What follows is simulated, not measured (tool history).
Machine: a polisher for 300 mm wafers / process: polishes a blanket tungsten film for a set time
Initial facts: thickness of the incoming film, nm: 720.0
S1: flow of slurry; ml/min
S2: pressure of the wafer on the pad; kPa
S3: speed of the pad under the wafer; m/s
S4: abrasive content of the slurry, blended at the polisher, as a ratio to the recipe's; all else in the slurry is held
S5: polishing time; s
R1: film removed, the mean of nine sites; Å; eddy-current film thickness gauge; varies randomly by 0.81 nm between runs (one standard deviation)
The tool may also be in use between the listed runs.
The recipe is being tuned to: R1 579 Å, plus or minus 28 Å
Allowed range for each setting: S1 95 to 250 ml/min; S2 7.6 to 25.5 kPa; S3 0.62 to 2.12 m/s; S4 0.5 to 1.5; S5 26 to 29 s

run,hour,S1,S2,S3,S4,S5,R1
1,0,160,16.5,1.36,1,29,1085.5
2,7.5,160,13.8,1.32,1,29,893.94
3,10.6,160,13.8,1.5,1,29,980.52
4,15.9,160,15.9,1.5,1,29,1164.8
5,19.6,160,15.9,1.5,0.85,29,1089.9
6,26.3,160,13.1,1.46,0.85,29,905.17
7,30.5,160,13.1,1.46,0.85,29,914.16
8,32.5,160,11,1.4,0.85,29,748.79
9,38.3,160,9.7,1.38,0.85,29,647.64
10,40.5,160,9,1.38,0.85,29,633.15

Below are 5 possible settings for the next run. Only one of them brings all results inside the allowed miss of their targets. Which is it?
A,42.7,165,9,1.18,0.9,26,?
B,42.7,140,9.7,1.26,0.5,28,?
C,42.7,185,7.6,1.36,1.15,26,?
D,42.7,195,10.3,1.22,0.9,26,?
E,42.7,135,9,1.26,0.95,26,?

move,R1
A,496.14
B,524.22
C,524.96
D,586.8
E,517.06
A: the result that was furthest off in the last run now lies on the other side of its target
B: the result that was furthest off in the last run now lies on the other side of its target
C: the result that was furthest off in the last run now lies on the other side of its target
D: meets every target
E: the result that was furthest off in the last run now lies on the other side of its target
The move that meets every target is D.
